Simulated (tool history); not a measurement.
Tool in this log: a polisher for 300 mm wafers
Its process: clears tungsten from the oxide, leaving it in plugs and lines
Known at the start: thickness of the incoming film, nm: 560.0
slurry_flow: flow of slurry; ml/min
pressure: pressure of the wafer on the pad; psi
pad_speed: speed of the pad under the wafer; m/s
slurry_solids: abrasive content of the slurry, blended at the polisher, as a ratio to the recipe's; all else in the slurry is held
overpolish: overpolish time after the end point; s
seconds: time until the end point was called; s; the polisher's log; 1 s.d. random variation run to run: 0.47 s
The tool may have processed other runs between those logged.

Run 1, day 0.000: slurry_flow 120 ml/min, pressure 3.9 psi, pad_speed 1.32 m/s, slurry_solids 1.0, overpolish 23 s. Result: seconds 70.743 s.
Run 2, day 0.292: slurry_flow 120 ml/min, pressure 3.2 psi, pad_speed 1.32 m/s, slurry_solids 1.0, overpolish 23 s. Result: seconds 88.784 s.
Run 3, day 0.542: slurry_flow 125 ml/min, pressure 3.8 psi, pad_speed 1.32 m/s, slurry_solids 1.0, overpolish 23 s. Result: seconds 71.830 s.
Run 4, day 0.579: slurry_flow 135 ml/min, pressure 4.2 psi, pad_speed 1.32 m/s, slurry_solids 1.0, overpolish 23 s. Result: seconds 63.966 s.
Run 5, day 0.800: slurry_flow 135 ml/min, pressure 4.8 psi, pad_speed 1.32 m/s, slurry_solids 1.0, overpolish 23 s. Result: seconds 56.273 s.
Run 6, day 0.862: slurry_flow 160 ml/min, pressure 4.8 psi, pad_speed 1.32 m/s, slurry_solids 1.0, overpolish 23 s. Result: seconds 54.822 s.
Run 7, day 1.192: slurry_flow 160 ml/min, pressure 5.0 psi, pad_speed 1.32 m/s, slurry_solids 1.0, overpolish 23 s. Result: seconds 53.882 s.
Run 8, day 1.246: slurry_flow 160 ml/min, pressure 5.0 psi, pad_speed 1.32 m/s, slurry_solids 1.0, overpolish 23 s. Result: seconds 54.125 s.

What will run 9 give?
Run 9, day 1.471: slurry_flow 160 ml/min, pressure 5.2 psi, pad_speed 1.32 m/s, slurry_solids 1.0, overpolish 23 s. Result: seconds ?.

{"run 9": {"seconds": 51.514}}

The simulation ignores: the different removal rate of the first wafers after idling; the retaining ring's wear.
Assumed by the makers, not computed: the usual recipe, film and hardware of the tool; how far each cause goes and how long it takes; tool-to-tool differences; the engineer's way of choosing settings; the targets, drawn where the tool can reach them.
